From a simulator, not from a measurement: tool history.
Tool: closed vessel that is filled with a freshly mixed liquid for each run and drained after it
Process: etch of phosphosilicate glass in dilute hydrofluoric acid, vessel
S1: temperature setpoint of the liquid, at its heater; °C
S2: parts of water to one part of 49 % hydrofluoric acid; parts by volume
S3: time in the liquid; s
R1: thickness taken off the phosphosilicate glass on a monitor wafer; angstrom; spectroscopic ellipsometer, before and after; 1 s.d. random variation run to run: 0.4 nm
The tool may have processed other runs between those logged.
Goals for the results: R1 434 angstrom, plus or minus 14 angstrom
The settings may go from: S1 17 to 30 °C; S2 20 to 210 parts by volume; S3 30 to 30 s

run,day,S1,S2,S3,R1
1,0,22,115,30,264.39
2,0.25,23,115,30,271.99
3,0.479,23,85,30,389.26
4,0.771,23,105,30,303.16
5,0.829,23,105,30,302.88
6,1.096,23,70,30,478.41
7,1.233,23,70,30,475.99
8,1.338,22.5,70,30,463.45

Which of these 5 next moves meets every target?
A,1.442,23,75,30,?
B,1.442,23,70,30,?
C,1.442,27.5,80,30,?
D,1.442,21.5,65,30,?
E,1.442,24.5,75,30,?

move,R1
A,439.96
B,474.34
C,490.26
D,483.21
E,467.48
A: meets every target
B: further off than the last run
C: further off than the last run
D: further off than the last run
E: further off than the last run
Move A is the one to make.
